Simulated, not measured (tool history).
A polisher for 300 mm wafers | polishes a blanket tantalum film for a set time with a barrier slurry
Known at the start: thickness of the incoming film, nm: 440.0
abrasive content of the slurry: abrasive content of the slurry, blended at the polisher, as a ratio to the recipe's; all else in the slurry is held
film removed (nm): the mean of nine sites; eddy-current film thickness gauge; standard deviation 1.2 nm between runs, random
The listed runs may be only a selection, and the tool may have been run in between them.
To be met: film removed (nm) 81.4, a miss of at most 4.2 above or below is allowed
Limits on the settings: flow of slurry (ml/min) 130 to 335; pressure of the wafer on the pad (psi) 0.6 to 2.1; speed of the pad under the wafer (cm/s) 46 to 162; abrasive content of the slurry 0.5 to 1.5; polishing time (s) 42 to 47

run	hour	flow of slurry (ml/min)	pressure of the wafer on the pad (psi)	speed of the pad under the wafer (cm/s)	abrasive content of the slurry	polishing time (s)	film removed (nm)
1	0	215	1.3	104	1	47	61.261
2	0.9	215	1.3	104	1	42	55.938
3	5.4	165	1.3	104	1	42	52.525
4	6.3	180	1.4	104	1	42	58.532
5	13.2	180	1.4	122	1	42	68.833
6	21.7	190	1.5	122	1	42	73.301
7	29.9	195	1.5	122	1	42	73.279
8	32.4	200	1.5	122	1	42	73.933

Exercise: of the 4 proposed moves below, exactly one satisfies all targets within the stated allowed misses. Which move is it?
A	34.9	175	1.6	158	0.85	43	?
B	34.9	220	1.3	120	1.05	44	?
C	34.9	180	1.2	144	1.1	47	?
D	34.9	200	1.8	134	0.95	42	?

move	film removed (nm)
A	91.46
B	65.943
C	77.93
D	90.27
A: the result that was furthest off in the last run now lies on the other side of its target
B: lands further from the targets than the last run did
C: all results in spec
D: the result that was furthest off in the last run now lies on the other side of its target
Answer: C
